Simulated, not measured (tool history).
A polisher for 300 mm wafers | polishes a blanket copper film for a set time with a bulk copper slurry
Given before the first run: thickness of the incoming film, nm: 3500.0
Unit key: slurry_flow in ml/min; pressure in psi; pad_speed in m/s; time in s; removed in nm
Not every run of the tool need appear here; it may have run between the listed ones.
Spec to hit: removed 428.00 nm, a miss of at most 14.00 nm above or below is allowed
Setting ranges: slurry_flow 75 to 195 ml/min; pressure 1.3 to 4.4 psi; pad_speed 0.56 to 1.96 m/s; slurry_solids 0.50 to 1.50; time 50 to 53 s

run	hour	slurry_flow	pressure	pad_speed	slurry_solids	time	removed
1	0.0	125	2.8	1.26	1.00	50	540.12
2	8.9	125	2.8	1.26	0.80	50	511.79
3	15.4	120	2.7	1.26	0.80	50	472.87
4	21.6	120	2.7	1.44	0.80	50	528.03
5	28.7	120	2.7	1.56	0.80	50	562.47
6	33.2	120	2.2	1.56	0.80	50	463.24
7	36.0	115	2.2	1.56	0.80	50	461.63
8	42.2	110	2.2	1.56	0.80	50	463.00

5 next moves are on the table. One of them brings every result within its allowed miss. Which?
A	48.4	75	2.6	1.62	0.80	50	?
B	48.4	105	2.0	1.96	0.55	53	?
C	48.4	115	2.2	1.40	0.80	50	?
D	48.4	125	1.6	1.96	0.90	53	?
E	48.4	85	2.8	1.78	0.55	53	?

move	removed
A	482.85
B	454.52
C	417.08
D	450.04
E	544.42
A: misses by more than the last run did
B: better than the last run, though not everything is in spec
C: all results land within tolerance of their targets
D: better than the last run, though not everything is in spec
E: misses by more than the last run did
Move C is the one to make.
